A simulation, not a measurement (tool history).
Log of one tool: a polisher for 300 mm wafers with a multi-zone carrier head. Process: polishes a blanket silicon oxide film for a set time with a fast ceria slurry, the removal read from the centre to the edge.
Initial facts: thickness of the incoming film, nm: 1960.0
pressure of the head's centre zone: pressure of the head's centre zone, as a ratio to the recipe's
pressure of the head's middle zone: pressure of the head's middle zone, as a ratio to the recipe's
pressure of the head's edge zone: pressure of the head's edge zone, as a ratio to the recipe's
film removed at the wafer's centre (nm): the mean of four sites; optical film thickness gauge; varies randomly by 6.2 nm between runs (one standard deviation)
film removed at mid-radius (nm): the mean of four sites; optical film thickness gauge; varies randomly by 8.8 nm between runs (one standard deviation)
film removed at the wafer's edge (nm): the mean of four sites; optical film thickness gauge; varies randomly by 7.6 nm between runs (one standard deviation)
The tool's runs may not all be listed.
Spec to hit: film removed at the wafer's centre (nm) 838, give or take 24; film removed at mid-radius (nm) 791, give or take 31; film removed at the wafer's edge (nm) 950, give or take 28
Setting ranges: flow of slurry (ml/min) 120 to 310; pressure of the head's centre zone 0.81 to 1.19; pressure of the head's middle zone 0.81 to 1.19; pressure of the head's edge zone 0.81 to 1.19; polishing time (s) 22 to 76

run,hour,flow of slurry (ml/min),pressure of the head's centre zone,pressure of the head's middle zone,pressure of the head's edge zone,polishing time (s),film removed at the wafer's centre (nm),film removed at mid-radius (nm),film removed at the wafer's edge (nm)
1,0,200,1,1,1,49,676.17,639.05,654.22
2,6.6,205,0.99,0.99,1.04,52,714.17,675.89,710.47
3,10.5,205,0.99,0.95,1.04,52,711.75,648.94,707.82
4,15.3,205,0.99,0.95,0.96,52,709.86,662.17,688.47
5,20.3,210,0.97,0.94,1,54,731.61,666.59,726.41
6,29.1,210,0.93,0.94,1,54,699.25,672.55,727.54
7,29.8,210,0.93,0.94,1,54,708.03,676.12,737.8
8,30.4,215,0.92,0.94,1.03,56,732.4,709.06,775.9
9,38.1,220,0.91,0.93,1.06,57,731.18,725.58,795.76
10,39.6,220,0.91,0.91,1.08,58,746.42,724.95,810.15

Which of these 4 next moves meets every target?
A,41.1,210,1.15,0.87,1.04,52,?,?,?
B,41.1,240,0.92,0.87,1.09,61,?,?,?
C,41.1,185,0.86,0.84,1.04,69,?,?,?
D,41.1,210,1.19,0.87,0.99,56,?,?,?

move,film removed at the wafer's centre (nm),film removed at mid-radius (nm),film removed at the wafer's edge (nm)
A,806.03,625.69,707.17
B,806.43,746.83,856.72
C,833.62,796.48,926.6
D,892.58,673.75,746.29
A: misses by more than the last run did
B: moves toward the targets from the last run without getting all of them in spec
C: each result inside its tolerance
D: misses by more than the last run did
C meets every target.
